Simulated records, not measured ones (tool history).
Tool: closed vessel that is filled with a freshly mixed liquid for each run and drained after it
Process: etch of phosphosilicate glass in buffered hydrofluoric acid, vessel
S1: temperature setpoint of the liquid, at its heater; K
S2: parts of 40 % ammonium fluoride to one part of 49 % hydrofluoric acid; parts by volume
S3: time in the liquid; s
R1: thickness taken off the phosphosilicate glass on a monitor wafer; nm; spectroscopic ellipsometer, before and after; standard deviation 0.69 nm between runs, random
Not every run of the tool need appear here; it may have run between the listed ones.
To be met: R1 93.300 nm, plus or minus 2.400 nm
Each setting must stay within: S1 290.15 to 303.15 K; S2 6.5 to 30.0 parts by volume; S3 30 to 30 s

run	hour	S1	S2	S3	R1
1	0.0	295.15	19.5	30	62.629
2	7.9	295.15	22.0	30	56.159
3	12.1	293.15	22.0	30	50.592
4	15.5	295.15	21.5	30	57.747
5	16.6	295.15	16.0	30	76.328
6	24.5	296.15	16.0	30	79.436
7	32.4	296.65	16.0	30	82.322
8	34.6	297.15	16.0	30	85.581
9	38.2	297.65	16.0	30	85.709
10	40.0	298.15	16.0	30	90.295

Below are 4 possible settings for the next run. Only one of them brings all results inside the allowed miss of their targets. Which is it?
A	41.8	298.65	15.0	30	?
B	41.8	303.15	19.0	30	?
C	41.8	300.65	17.5	30	?
D	41.8	298.15	14.5	30	?

move	R1
A	96.827
B	97.601
C	92.665
D	97.429
A: the result that was furthest off in the last run now lies on the other side of its target
B: the result that was furthest off in the last run now lies on the other side of its target
C: meets every target
D: the result that was furthest off in the last run now lies on the other side of its target
The move that meets every target is C.
